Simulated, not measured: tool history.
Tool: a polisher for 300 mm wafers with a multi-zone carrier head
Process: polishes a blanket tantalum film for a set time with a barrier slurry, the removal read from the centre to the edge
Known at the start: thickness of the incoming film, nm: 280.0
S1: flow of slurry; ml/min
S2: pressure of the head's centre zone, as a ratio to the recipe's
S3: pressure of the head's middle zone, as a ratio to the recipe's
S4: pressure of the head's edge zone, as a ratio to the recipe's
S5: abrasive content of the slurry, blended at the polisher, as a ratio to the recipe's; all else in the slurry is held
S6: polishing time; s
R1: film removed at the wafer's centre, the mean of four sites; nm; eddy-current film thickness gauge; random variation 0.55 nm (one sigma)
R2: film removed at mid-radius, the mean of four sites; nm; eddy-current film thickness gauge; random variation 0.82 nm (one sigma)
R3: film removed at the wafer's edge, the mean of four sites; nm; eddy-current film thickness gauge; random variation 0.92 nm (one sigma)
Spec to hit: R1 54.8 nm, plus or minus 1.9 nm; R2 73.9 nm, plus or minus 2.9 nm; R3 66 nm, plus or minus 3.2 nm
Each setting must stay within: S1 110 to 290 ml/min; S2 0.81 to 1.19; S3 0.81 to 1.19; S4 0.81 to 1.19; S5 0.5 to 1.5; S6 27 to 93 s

| run | day | S1 | S2 | S3 | S4 | S5 | S6 | R1 | R2 | R3 |
|---|---|---|---|---|---|---|---|---|---|---|
| 1 | 0 | 185 | 1 | 1 | 1 | 1 | 59 | 62.651 | 61.257 | 58.835 |
| 2 | 0.254 | 185 | 1 | 1 | 1 | 1 | 65 | 69.408 | 66.203 | 65.699 |
| 3 | 0.429 | 140 | 1 | 1 | 1 | 1 | 65 | 65.979 | 63.559 | 66.118 |
| 4 | 0.746 | 140 | 1 | 1 | 0.95 | 1 | 65 | 65.192 | 63.754 | 62.069 |
| 5 | 0.938 | 180 | 1 | 1 | 0.95 | 1 | 65 | 67.541 | 67.297 | 64.946 |
| 6 | 1.212 | 180 | 1 | 0.96 | 0.95 | 1 | 65 | 69.191 | 64.027 | 66.1 |
| 7 | 1.233 | 175 | 0.98 | 0.97 | 0.95 | 1 | 65 | 66.598 | 63.095 | 63.703 |
| 8 | 1.321 | 170 | 0.96 | 0.99 | 0.97 | 1 | 65 | 65.46 | 65.215 | 65.167 |
| 9 | 1.55 | 165 | 0.94 | 1 | 0.98 | 1 | 65 | 62.805 | 65.525 | 64.167 |
| 10 | 1.65 | 160 | 0.93 | 1.01 | 0.99 | 1 | 65 | 62.009 | 67.035 | 64.686 |
|  | 1.983 | centre zone pressure recalibrated |
| 11 | 1.983 | 130 | 0.83 | 1.1 | 1.02 | 1.05 | 65 | 50.399 | 69.73 | 64.054 |
| 12 | 2.133 | 135 | 0.83 | 1.1 | 1.02 | 1.05 | 65 | 51.409 | 70.771 | 64.413 |

Below are 5 possible settings for the next run. Only one of them brings all results inside the allowed miss of their targets. Which is it?
| A | 2.283 | 155 | 0.84 | 1.13 | 1.03 | 0.9 | 63 | ? | ? | ? |
| B | 2.283 | 170 | 0.95 | 1.19 | 0.94 | 1.05 | 59 | ? | ? | ? |
| C | 2.283 | 215 | 0.89 | 1.04 | 1 | 0.95 | 63 | ? | ? | ? |
| D | 2.283 | 165 | 0.87 | 1.14 | 1.03 | 0.9 | 67 | ? | ? | ? |
| E | 2.283 | 130 | 0.83 | 1.03 | 1.03 | 0.9 | 70 | ? | ? | ? |

| move | R1 | R2 | R3 |
|---|---|---|---|
| A | 49.566 | 67.758 | 62.75 |
| B | 55.775 | 70.212 | 59.232 |
| C | 56.453 | 67.409 | 65.252 |
| D | 55.304 | 73.405 | 67.261 |
| E | 52.26 | 67.177 | 68.1 |
A: the biggest miss grows against the last run
B: corrects the largest miss of the last run, while another result sits out of spec
C: corrects the largest miss of the last run, while another result sits out of spec
D: meets every target
E: the biggest miss grows against the last run
D meets every target.
